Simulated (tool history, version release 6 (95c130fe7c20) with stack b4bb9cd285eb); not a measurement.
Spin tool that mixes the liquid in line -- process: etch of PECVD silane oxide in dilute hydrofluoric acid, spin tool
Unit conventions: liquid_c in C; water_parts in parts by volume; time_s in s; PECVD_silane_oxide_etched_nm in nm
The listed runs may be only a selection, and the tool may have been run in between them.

{"run": 1, "hour": 0.0, "liquid_c": 25.0, "water_parts": 70, "time_s": 30, "PECVD_silane_oxide_etched_nm": 7.3766}
{"run": 2, "hour": 8.4, "liquid_c": 27.5, "water_parts": 60, "time_s": 30, "PECVD_silane_oxide_etched_nm": 9.7906}
{"run": 3, "hour": 16.9, "liquid_c": 27.5, "water_parts": 60, "time_s": 30, "PECVD_silane_oxide_etched_nm": 9.8579}
{"run": 4, "hour": 25.6, "liquid_c": 29.5, "water_parts": 60, "time_s": 30, "PECVD_silane_oxide_etched_nm": 10.624}
{"run": 5, "hour": 29.3, "liquid_c": 30.5, "water_parts": 55, "time_s": 30, "PECVD_silane_oxide_etched_nm": 11.949}
{"run": 6, "hour": 35.5, "liquid_c": 30.5, "water_parts": 55, "time_s": 30, "PECVD_silane_oxide_etched_nm": 12.061}

Forecast run 7:
{"run": 7, "hour": 41.6, "liquid_c": 33.0, "water_parts": 40, "time_s": 30, "PECVD_silane_oxide_etched_nm": "?"}

For run 7 the tool returned PECVD_silane_oxide_etched_nm 18.7400 nm.
